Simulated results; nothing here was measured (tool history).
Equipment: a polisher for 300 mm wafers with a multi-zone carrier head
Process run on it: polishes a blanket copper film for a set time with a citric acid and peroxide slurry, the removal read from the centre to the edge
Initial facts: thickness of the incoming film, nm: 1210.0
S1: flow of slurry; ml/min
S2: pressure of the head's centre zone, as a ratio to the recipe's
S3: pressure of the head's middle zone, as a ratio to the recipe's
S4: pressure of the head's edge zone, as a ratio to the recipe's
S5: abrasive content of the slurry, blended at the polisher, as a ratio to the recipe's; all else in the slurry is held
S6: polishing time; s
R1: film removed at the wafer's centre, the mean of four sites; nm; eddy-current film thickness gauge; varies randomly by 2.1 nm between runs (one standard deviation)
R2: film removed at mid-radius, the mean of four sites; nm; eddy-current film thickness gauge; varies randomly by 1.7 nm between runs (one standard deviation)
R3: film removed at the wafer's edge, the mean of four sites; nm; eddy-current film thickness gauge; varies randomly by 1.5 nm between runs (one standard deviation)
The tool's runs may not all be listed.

Run 1, hour 0.0: S1 215 ml/min, S2 1.00, S3 1.00, S4 1.00, S5 1.00, S6 68 s. Result: R1 168.91 nm, R2 167.35 nm, R3 166.12 nm.
Run 2, hour 4.5: S1 225 ml/min, S2 0.98, S3 1.03, S4 1.04, S5 1.10, S6 68 s. Result: R1 165.18 nm, R2 174.87 nm, R3 176.26 nm.
Run 3, hour 10.4: S1 235 ml/min, S2 0.98, S3 1.06, S4 1.06, S5 1.15, S6 68 s. Result: R1 170.44 nm, R2 182.93 nm, R3 175.89 nm.
Run 4, hour 13.4: S1 235 ml/min, S2 0.98, S3 1.03, S4 1.06, S5 1.15, S6 68 s. Result: R1 170.16 nm, R2 177.67 nm, R3 177.62 nm.
Run 5, hour 16.2: S1 235 ml/min, S2 0.91, S3 1.03, S4 1.06, S5 1.15, S6 68 s. Result: R1 161.61 nm, R2 178.71 nm, R3 178.05 nm.
Run 6, hour 17.7: S1 235 ml/min, S2 0.91, S3 1.09, S4 1.06, S5 1.15, S6 68 s. Result: R1 160.57 nm, R2 186.39 nm, R3 177.26 nm.
Run 7, hour 24.5: S1 240 ml/min, S2 0.90, S3 1.10, S4 1.08, S5 1.20, S6 69 s. Result: R1 163.29 nm, R2 192.00 nm, R3 182.99 nm.
Run 8, hour 32.9: S1 245 ml/min, S2 0.89, S3 1.11, S4 1.10, S5 1.25, S6 70 s. Result: R1 163.68 nm, R2 198.87 nm, R3 187.06 nm.
Run 9, hour 41.7: S1 250 ml/min, S2 0.89, S3 1.11, S4 1.11, S5 1.30, S6 71 s. Result: R1 164.29 nm, R2 204.14 nm, R3 195.30 nm.
Run 10, hour 47.9: S1 255 ml/min, S2 0.90, S3 1.12, S4 1.12, S5 1.35, S6 71 s. Result: R1 174.74 nm, R2 206.61 nm, R3 196.02 nm.

Forecast run 11:
Run 11, hour 51.0: S1 260 ml/min, S2 0.89, S3 1.13, S4 1.13, S5 1.40, S6 71 s. Result: R1 ?, R2 ?, R3 ?.

{"run 11": {"R1": 171.1, "R2": 212.31, "R3": 199.73}}
